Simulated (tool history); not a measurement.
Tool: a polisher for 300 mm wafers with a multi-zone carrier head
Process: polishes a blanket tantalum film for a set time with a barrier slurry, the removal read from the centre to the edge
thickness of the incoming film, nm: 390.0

run  hour  flow of slurry (ml/min)  pressure of the head's centre zone  pressure of the head's middle zone  pressure of the head's edge zone  abrasive content of the slurry  polishing time (s)  film removed at the wafer's centre (angstrom)  film removed at mid-radius (angstrom)  film removed at the wafer's edge (angstrom)
  1     0                      300                                   1                                   1                                 1                               1                  38                                         658.83                                 678.72                                       667.83
  2   5.1                      300                                   1                                   1                                 1                             1.1                  38                                         678.28                                  691.7                                       682.74
  3   8.9                      300                                   1                                   1                              0.95                             1.1                  38                                         673.07                                 688.66                                       659.83
  4    10                      305                                1.02                                1.03                              1.01                             1.2                  39                                         721.24                                  748.8                                       701.62
  5  15.2                      305                                1.02                                1.03                              1.06                             1.2                  39                                         713.22                                 739.05                                       723.12
  6    24                      305                                1.03                                1.04                              1.09                             1.3                  41                                         777.27                                 802.55                                       800.05
  7  24.9                      310                                1.04                                1.06                              1.11                            1.35                  42                                         804.27                                 848.98                                       821.97

Forecast run 8:
  8  30.9                      315                                1.05                                1.06                              1.13                             1.4                  43                                              ?                                      ?                                            ?

Run 8 gave film removed at the wafer's centre (angstrom) 840.07, film removed at mid-radius (angstrom) 869.64, film removed at the wafer's edge (angstrom) 861.48.
